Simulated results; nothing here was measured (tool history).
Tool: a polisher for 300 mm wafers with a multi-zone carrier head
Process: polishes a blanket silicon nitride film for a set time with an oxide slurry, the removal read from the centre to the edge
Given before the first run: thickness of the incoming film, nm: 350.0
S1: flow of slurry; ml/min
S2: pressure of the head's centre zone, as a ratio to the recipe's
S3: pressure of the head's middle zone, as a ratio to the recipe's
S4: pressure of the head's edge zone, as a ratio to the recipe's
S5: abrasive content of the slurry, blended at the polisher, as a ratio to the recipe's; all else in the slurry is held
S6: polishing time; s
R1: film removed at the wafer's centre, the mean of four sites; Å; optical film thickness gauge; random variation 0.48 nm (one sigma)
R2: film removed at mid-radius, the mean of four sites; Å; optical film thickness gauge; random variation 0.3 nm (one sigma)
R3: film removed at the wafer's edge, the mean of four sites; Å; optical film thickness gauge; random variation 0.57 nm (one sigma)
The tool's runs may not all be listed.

| run | day | S1 | S2 | S3 | S4 | S5 | S6 | R1 | R2 | R3 |
|---|---|---|---|---|---|---|---|---|---|---|
| 1 | 0.000 | 285 | 1.00 | 1.00 | 1.00 | 1.00 | 65 | 686.55 | 710.65 | 718.58 |
| 2 | 0.083 | 275 | 0.96 | 0.96 | 0.97 | 0.85 | 64 | 620.65 | 649.02 | 665.95 |
| 3 | 0.346 | 275 | 0.96 | 0.96 | 0.97 | 0.95 | 64 | 649.75 | 671.55 | 697.98 |
| 4 | 0.379 | 275 | 0.96 | 0.96 | 0.97 | 0.95 | 76 | 759.81 | 795.05 | 828.15 |
| 5 | 0.442 | 270 | 0.93 | 0.94 | 0.96 | 0.85 | 70 | 677.44 | 694.65 | 739.13 |
| 6 | 0.762 | 270 | 0.93 | 0.94 | 0.96 | 0.85 | 64 | 605.20 | 641.67 | 677.00 |
| 7 | 0.817 | 265 | 0.92 | 0.92 | 0.95 | 0.75 | 61 | 536.22 | 586.26 | 624.77 |
| 8 | 0.917 | 255 | 0.94 | 0.83 | 0.85 | 0.50 | 53 | 439.03 | 420.62 | 472.89 |

Estimate the outcome of run 9 from the log above:
| 9 | 1.212 | 265 | 0.93 | 0.85 | 0.86 | 0.50 | 53 | ? | ? | ? |

For run 9 the tool returned R1 434.37 Å, R2 427.18 Å, R3 463.36 Å.

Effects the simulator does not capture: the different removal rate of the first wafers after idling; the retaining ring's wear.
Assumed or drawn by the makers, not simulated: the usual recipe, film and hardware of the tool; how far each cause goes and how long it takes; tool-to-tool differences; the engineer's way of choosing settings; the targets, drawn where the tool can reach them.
